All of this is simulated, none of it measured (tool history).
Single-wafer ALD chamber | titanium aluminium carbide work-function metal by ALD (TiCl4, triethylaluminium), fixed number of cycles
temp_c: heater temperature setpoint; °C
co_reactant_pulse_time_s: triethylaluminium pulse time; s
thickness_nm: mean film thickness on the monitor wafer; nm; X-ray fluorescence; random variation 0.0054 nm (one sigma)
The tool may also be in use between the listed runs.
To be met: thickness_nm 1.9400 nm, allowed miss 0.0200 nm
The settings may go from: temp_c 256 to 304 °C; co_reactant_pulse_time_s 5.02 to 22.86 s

Run 1, day 0.000: temp_c 280 °C, co_reactant_pulse_time_s 13.94 s. Result: thickness_nm 1.8370 nm.
Run 2, day 0.096: temp_c 275 °C, co_reactant_pulse_time_s 13.94 s. Result: thickness_nm 1.7898 nm.
Run 3, day 0.342: temp_c 280 °C, co_reactant_pulse_time_s 14.28 s. Result: thickness_nm 1.8435 nm.
Run 4, day 0.496: temp_c 289 °C, co_reactant_pulse_time_s 14.28 s. Result: thickness_nm 1.9112 nm.
Run 5, day 0.646: temp_c 289 °C, co_reactant_pulse_time_s 11.42 s. Result: thickness_nm 1.8791 nm.
At day 0.683: thermocouple changed; heater temperature recalibrated.
Run 6, day 0.683: temp_c 282 °C, co_reactant_pulse_time_s 11.42 s. Result: thickness_nm 1.7824 nm.
Run 7, day 0.908: temp_c 287 °C, co_reactant_pulse_time_s 11.56 s. Result: thickness_nm 1.8341 nm.
Run 8, day 1.192: temp_c 291 °C, co_reactant_pulse_time_s 11.70 s. Result: thickness_nm 1.8687 nm.
Run 9, day 1.408: temp_c 294 °C, co_reactant_pulse_time_s 11.83 s. Result: thickness_nm 1.8887 nm.
Run 10, day 1.554: temp_c 296 °C, co_reactant_pulse_time_s 11.96 s. Result: thickness_nm 1.9108 nm.

4 next moves are on the table. One of them brings every result within its allowed miss. Which?
Run A, day 1.700: temp_c 297 °C, co_reactant_pulse_time_s 9.57 s. Result: thickness_nm ?.
Run B, day 1.700: temp_c 293 °C, co_reactant_pulse_time_s 12.10 s. Result: thickness_nm ?.
Run C, day 1.700: temp_c 293 °C, co_reactant_pulse_time_s 10.60 s. Result: thickness_nm ?.
Run D, day 1.700: temp_c 298 °C, co_reactant_pulse_time_s 14.02 s. Result: thickness_nm ?.

move  thickness_nm
   A        1.8680
   B        1.8858
   C        1.8621
   D        1.9432
A: further off than the last run
B: further off than the last run
C: further off than the last run
D: meets every target
Answer: D
